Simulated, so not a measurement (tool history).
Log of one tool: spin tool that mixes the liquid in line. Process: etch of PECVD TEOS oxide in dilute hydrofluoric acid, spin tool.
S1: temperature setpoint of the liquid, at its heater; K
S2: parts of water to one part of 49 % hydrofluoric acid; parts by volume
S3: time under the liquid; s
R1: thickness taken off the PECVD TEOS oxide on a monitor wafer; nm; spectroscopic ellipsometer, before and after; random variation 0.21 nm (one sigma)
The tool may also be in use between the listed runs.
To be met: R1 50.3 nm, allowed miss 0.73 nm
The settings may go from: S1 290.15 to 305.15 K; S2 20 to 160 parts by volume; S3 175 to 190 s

run	hour	S1	S2	S3	R1
1	0	297.15	90	175	31.862
2	1.8	298.65	90	175	33.769
3	9.5	298.65	120	175	24.444
4	16.6	300.15	110	175	28.371
5	19.4	300.15	80	175	40.535
6	25.2	300.15	80	190	44.145
7	27.7	301.15	80	190	45.965
8	30.2	301.15	80	190	45.847
9	35.4	301.65	80	190	46.485
10	43.6	302.15	80	190	47.836
11	47.4	302.65	80	190	48.62

Which of these 4 next moves meets every target?
A	51.2	301.65	70	175	?
B	51.2	301.65	80	190	?
C	51.2	300.65	75	190	?
D	51.2	302.15	75	175	?

move	R1
A	50.199
B	47.016
C	48.575
D	47.429
A: meets every target
B: further off than the last run
C: as far off as the last run
D: further off than the last run
Move A is the one to make.
